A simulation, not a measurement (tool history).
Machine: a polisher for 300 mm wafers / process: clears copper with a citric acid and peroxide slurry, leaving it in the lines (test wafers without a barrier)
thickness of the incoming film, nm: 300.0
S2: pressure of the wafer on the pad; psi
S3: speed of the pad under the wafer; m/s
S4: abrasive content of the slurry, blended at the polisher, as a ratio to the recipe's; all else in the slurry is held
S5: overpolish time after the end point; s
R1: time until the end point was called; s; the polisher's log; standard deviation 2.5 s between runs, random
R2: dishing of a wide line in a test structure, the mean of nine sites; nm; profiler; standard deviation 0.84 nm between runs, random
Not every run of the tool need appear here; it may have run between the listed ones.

Run 1, hour 0: flow of slurry (ml/min) 290, S2 3.6 psi, S3 1 m/s, S4 1, S5 22 s. Result: R1 113.45 s, R2 41.073 nm.
Run 2, hour 0.7: flow of slurry (ml/min) 290, S2 3.3 psi, S3 1 m/s, S4 1, S5 24 s. Result: R1 126.29 s, R2 38.996 nm.
Run 3, hour 8.9: flow of slurry (ml/min) 290, S2 3.3 psi, S3 1 m/s, S4 1.1, S5 24 s. Result: R1 120.7 s, R2 41.216 nm.
Run 4, hour 10.9: flow of slurry (ml/min) 290, S2 3 psi, S3 1 m/s, S4 1.1, S5 26 s. Result: R1 133.83 s, R2 41.709 nm.
Run 5, hour 13.6: flow of slurry (ml/min) 290, S2 2.8 psi, S3 1 m/s, S4 1.1, S5 27 s. Result: R1 143.42 s, R2 37.991 nm.
Run 6, hour 15.8: flow of slurry (ml/min) 290, S2 2.8 psi, S3 1 m/s, S4 1, S5 27 s. Result: R1 143.18 s, R2 38.176 nm.
Run 7, hour 22.1: flow of slurry (ml/min) 290, S2 1.8 psi, S3 0.98 m/s, S4 1, S5 33 s. Result: R1 232.28 s, R2 30.999 nm.

Run 8, settings as shown, results not yet in. Your forecast:
Run 8, hour 29.1: flow of slurry (ml/min) 290, S2 1.9 psi, S3 0.98 m/s, S4 1, S5 33 s. Result: R1 ?, R2 ?.

R1: 214.36 s
R2: 32.665 nm

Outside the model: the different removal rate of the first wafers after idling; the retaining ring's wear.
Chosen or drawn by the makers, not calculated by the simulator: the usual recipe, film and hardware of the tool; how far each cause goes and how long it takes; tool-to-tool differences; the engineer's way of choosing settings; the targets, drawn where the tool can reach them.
